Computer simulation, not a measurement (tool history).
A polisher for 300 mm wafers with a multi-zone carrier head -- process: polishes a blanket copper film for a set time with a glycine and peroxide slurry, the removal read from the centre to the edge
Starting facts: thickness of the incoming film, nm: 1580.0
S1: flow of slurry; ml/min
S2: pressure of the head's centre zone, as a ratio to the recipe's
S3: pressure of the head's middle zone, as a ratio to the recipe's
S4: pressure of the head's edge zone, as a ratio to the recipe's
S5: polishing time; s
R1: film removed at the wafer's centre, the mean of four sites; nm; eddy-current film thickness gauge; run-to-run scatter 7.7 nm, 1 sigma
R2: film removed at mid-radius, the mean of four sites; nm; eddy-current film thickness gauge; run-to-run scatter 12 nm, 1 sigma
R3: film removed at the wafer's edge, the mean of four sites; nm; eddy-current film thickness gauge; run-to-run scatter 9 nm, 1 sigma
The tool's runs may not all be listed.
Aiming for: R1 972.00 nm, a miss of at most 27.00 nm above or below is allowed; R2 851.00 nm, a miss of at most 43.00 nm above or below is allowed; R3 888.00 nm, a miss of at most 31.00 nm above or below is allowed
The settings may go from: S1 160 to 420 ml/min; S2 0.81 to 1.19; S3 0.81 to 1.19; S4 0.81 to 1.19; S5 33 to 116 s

run	hour	S1	S2	S3	S4	S5	R1	R2	R3
1	0.0	270	1.00	1.00	1.00	74	638.93	595.36	628.38
2	6.4	275	1.02	1.01	1.02	77	654.70	642.43	676.58
3	14.0	275	1.02	1.01	1.08	77	665.03	637.06	683.90
4	14.8	280	1.05	1.01	1.07	80	713.63	673.66	709.29
5	20.8	285	1.07	1.01	1.08	82	728.60	680.35	733.94
6	24.5	285	1.07	0.98	1.08	82	740.58	695.44	734.53
7	27.4	285	1.09	0.97	1.09	84	771.31	678.33	740.96
8	28.8	290	1.11	0.98	1.09	86	801.56	702.82	784.86
9	31.2	295	1.12	1.00	1.05	88	831.57	736.84	779.86
10	35.2	300	1.13	1.01	1.06	89	832.98	761.54	785.89
11	35.9	300	1.14	1.01	1.06	91	869.41	761.46	829.78
12	38.6	310	1.15	1.02	1.05	92	891.20	792.31	826.45
13	39.8	315	1.16	1.02	1.05	93	907.46	798.97	823.12
14	45.1	315	1.16	1.02	1.06	94	911.74	807.39	853.76
15	48.4	315	1.16	1.02	1.06	95	924.83	836.11	855.78

Exercise: of the 5 proposed moves below, exactly one satisfies all targets within the stated allowed misses. Which move is it?
A	51.7	335	1.14	0.96	1.00	102	?	?	?
B	51.7	175	1.09	0.96	1.12	106	?	?	?
C	51.7	280	1.07	1.00	1.14	100	?	?	?
D	51.7	310	1.10	1.05	1.10	96	?	?	?
E	51.7	385	1.19	1.08	0.95	96	?	?	?

move	R1	R2	R3
A	977.84	840.76	889.00
B	888.05	798.41	910.35
C	895.45	833.93	913.40
D	888.73	839.19	868.66
E	964.46	873.78	824.16
A: each result inside its tolerance
B: its largest miss is bigger than the last run's
C: its largest miss is bigger than the last run's
D: its largest miss is bigger than the last run's
E: brings the result that was furthest off to its target, and leaves another outside
Correct choice: A, which meets every target
